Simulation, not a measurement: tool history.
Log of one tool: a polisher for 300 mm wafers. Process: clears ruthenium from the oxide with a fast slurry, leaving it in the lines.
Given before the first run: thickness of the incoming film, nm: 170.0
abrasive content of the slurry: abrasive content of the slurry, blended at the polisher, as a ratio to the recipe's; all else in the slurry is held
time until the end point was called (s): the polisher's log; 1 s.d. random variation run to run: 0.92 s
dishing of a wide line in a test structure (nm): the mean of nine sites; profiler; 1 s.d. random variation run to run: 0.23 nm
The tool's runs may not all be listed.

run,day,flow of slurry (ml/min),pressure of the wafer on the pad (psi),speed of the pad under the wafer (m/s),abrasive content of the slurry,overpolish time after the end point (s),time until the end point was called (s),dishing of a wide line in a test structure (nm)
1,0,135,1.7,1.06,1,14,66.743,28.091
2,0.317,135,1.7,1.06,1.2,14,62.623,30.868
3,0.633,135,1.7,1.06,1.2,12,61.291,26.44
4,0.9,135,1.7,1.06,1,12,67.428,24.157
5,0.938,135,1.7,1.06,1,14,66.939,28.333
6,1.071,140,1.7,1.06,0.95,11,68.88,22.471

Forecast run 7:
7,1.296,125,1.7,1.06,0.95,9,?,?

time until the end point was called (s): 72.522
dishing of a wide line in a test structure (nm): 18.218
